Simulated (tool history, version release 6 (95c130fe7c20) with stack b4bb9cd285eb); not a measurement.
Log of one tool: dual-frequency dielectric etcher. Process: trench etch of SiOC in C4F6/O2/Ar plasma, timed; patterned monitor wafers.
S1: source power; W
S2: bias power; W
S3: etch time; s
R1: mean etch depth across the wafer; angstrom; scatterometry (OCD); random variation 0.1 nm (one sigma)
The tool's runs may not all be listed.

run,hour,S1,S2,S3,R1
1,0.0,420,207,13.0,273.77
2,7.0,390,195,13.0,255.92
3,9.8,390,195,13.0,256.63
4,13.9,390,195,13.0,255.75
5,20.7,360,193,13.0,241.08
6,28.2,360,179,13.0,237.01
7,36.0,350,178,13.0,234.75

Run 8 comes next. What will it give?
# hour 42.6: wet clean of the chamber
8,42.6,340,177,13.0,?

Run 8 gave R1 223.11 angstrom.
